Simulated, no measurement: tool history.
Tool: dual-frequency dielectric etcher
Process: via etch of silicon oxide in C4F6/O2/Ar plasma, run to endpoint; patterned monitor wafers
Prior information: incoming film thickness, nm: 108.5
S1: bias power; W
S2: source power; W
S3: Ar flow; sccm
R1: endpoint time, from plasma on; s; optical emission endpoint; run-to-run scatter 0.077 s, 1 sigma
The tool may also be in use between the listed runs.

run	day	S1	S2	S3	R1
1	0.000	533	430	312	23.456
2	0.238	565	440	310	22.512
3	0.317	591	440	309	21.894
4	0.658	591	440	276	21.534
5	0.996	518	440	276	22.860
6	1.150	547	450	275	21.907
7	1.517	547	450	275	21.919
8	1.592	569	450	275	21.809
9	1.838	591	450	274	21.447

Estimate the outcome of run 10 from the log above:
# day 1.983: bias power generator calibrated
10	1.983	610	450	273	?

R1: 20.622 s
